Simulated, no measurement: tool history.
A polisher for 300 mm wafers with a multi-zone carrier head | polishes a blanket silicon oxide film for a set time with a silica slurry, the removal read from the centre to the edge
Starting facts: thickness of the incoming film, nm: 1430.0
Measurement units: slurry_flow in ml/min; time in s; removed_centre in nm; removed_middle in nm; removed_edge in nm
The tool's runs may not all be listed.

run  hour  slurry_flow  centre_zone  middle_zone  edge_zone  slurry_solids  time  removed_centre  removed_middle  removed_edge
  1     0          270            1            1          1              1    62           282.8          267.53        270.91
  2   2.8          320            1            1          1              1    62           290.9          273.43         282.5
  3  11.7          375            1            1          1              1    62          288.81          276.68        281.02
  4  14.1          375            1            1          1            1.1    62          312.25          289.84        296.34
  5  20.5          375         1.01         0.99       1.01            1.1    62          308.54          284.47        290.65
     22.7  -- worn pad replaced by a new one
  6  22.7          375         1.02         0.97       1.02           1.15    62          337.74          309.07        324.37
  7    27          375         1.03         0.95       1.01           1.15    62          342.09          300.03        328.59
  8  30.9          375         1.04         0.95          1           1.15    62          340.36          300.19        321.19

Forecast run 9:
  9    39          375         1.06         0.94       0.99           1.15    62               ?               ?             ?

Run 9 came out at removed_centre 348.52 nm, removed_middle 302.19 nm, removed_edge 316.61 nm.
